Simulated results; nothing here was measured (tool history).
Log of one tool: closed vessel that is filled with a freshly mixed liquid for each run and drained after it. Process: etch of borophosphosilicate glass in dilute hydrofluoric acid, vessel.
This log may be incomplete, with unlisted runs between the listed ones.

run	hour	temperature setpoint of the liquid (K)	parts of water to one part of 49 % hydrofluoric acid (parts by volume)	time in the liquid (s)	thickness taken off the borophosphosilicate glass on a monitor wafer (nm)
1	0	295.15	105	40	11.1
2	7	295.15	125	40	9.0811
3	7.9	296.65	125	40	9.5703
4	13.8	298.15	120	40	10.699
5	17.8	298.15	140	40	8.9494
# hour 18.7: hydrofluoric acid flow meter replaced
6	18.7	298.15	140	40	9.6928

Predict the results of run 7:
7	24.1	299.65	130	40	?

thickness taken off the borophosphosilicate glass on a monitor wafer (nm): 11.249
